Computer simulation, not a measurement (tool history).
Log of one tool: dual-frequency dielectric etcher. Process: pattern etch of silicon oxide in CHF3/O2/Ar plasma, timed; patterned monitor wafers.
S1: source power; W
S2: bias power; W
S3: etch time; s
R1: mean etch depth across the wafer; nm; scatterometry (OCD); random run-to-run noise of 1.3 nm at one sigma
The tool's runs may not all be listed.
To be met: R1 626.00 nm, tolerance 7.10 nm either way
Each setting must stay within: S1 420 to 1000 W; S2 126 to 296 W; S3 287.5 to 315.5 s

run 1 hour=0.0 | S1=710 S2=211 S3=315.5 | R1=721.17
run 2 hour=7.7 | S1=710 S2=211 S3=315.5 | R1=716.99
run 3 hour=9.7 | S1=630 S2=209 S3=315.5 | R1=681.99
run 4 hour=18.1 | S1=630 S2=232 S3=315.5 | R1=706.79
run 5 hour=24.3 | S1=570 S2=231 S3=315.5 | R1=676.89
run 6 hour=26.2 | S1=530 S2=230 S3=315.5 | R1=655.05
run 7 hour=33.0 | S1=510 S2=230 S3=315.5 | R1=645.91
run 8 hour=40.6 | S1=500 S2=230 S3=315.5 | R1=639.95
run 9 hour=47.4 | S1=460 S2=229 S3=315.5 | R1=618.79

Exactly one of the 4 candidate moves below puts every result within its allowed miss. Which one?
run A hour=54.2 | S1=460 S2=232 S3=307.5 | R1=?
run B hour=54.2 | S1=530 S2=244 S3=287.5 | R1=?
run C hour=54.2 | S1=480 S2=229 S3=315.5 | R1=?
run D hour=54.2 | S1=530 S2=216 S3=300.5 | R1=?

move=A R1=604.26
move=B R1=607.60
move=C R1=628.28
move=D R1=612.05
A: further off than the last run
B: further off than the last run
C: each result inside its tolerance
D: further off than the last run
The right move is C.
